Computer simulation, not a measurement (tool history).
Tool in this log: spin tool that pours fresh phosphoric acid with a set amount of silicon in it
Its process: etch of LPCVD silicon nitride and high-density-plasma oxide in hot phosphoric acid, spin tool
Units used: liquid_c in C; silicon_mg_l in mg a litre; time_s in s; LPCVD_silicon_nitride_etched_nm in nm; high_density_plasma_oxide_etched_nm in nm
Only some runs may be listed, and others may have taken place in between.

run  hour  liquid_c  silicon_mg_l  time_s  LPCVD_silicon_nitride_etched_nm  high_density_plasma_oxide_etched_nm
  1     0       161            11     180                           17.233                              0.61747
  2   8.9     161.5          13.5     195                           18.931                              0.63234
  3    15     161.5            11     195                           18.927                              0.71639
  4  22.9       162            13     205                            20.06                              0.76478
  5  31.7     161.5          14.5     220                           21.206                              0.80332
  6  34.2     161.5          16.5     235                           22.375                              0.77486
  7  41.6     161.5            18     245                           23.717                              0.75005
  8  45.5     161.5            19     250                           24.459                              0.83207
  9    49     161.5            20     260                            25.58                              0.76858

For run 10, what comes out?
 10  53.9     161.5            21     265                                ?                                    ?

{"run 10": {"LPCVD_silicon_nitride_etched_nm": 25.868, "high_density_plasma_oxide_etched_nm": 0.73989}}
